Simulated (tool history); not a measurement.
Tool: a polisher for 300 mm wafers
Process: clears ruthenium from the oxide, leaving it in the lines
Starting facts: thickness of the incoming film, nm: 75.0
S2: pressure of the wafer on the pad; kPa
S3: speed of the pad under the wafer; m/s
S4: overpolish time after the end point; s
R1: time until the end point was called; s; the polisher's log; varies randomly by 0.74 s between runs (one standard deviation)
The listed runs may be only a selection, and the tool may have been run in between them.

{"run": 1, "day": 0.0, "flow of slurry (ml/min)": 240, "S2": 10.3, "S3": 0.78, "S4": 32, "R1": 103.42}
{"run": 2, "day": 0.196, "flow of slurry (ml/min)": 240, "S2": 11, "S3": 0.78, "S4": 32, "R1": 96.523}
{"run": 3, "day": 0.4, "flow of slurry (ml/min)": 240, "S2": 12.4, "S3": 0.8, "S4": 32, "R1": 82.673}
{"run": 4, "day": 0.483, "flow of slurry (ml/min)": 215, "S2": 12.4, "S3": 0.8, "S4": 32, "R1": 85.64}
{"run": 5, "day": 0.642, "flow of slurry (ml/min)": 215, "S2": 12.4, "S3": 0.8, "S4": 34, "R1": 86.047}
{"run": 6, "day": 0.671, "flow of slurry (ml/min)": 235, "S2": 13.8, "S3": 0.82, "S4": 34, "R1": 76.38}
{"run": 7, "day": 0.721, "flow of slurry (ml/min)": 235, "S2": 14.5, "S3": 0.86, "S4": 34, "R1": 69.394}
{"run": 8, "day": 0.754, "flow of slurry (ml/min)": 235, "S2": 14.5, "S3": 0.86, "S4": 34, "R1": 70.321}

What does the tool deliver on the next run?
{"run": 9, "day": 1.008, "flow of slurry (ml/min)": 235, "S2": 15.2, "S3": 0.9, "S4": 34, "R1": "?"}

R1: 62.886 s

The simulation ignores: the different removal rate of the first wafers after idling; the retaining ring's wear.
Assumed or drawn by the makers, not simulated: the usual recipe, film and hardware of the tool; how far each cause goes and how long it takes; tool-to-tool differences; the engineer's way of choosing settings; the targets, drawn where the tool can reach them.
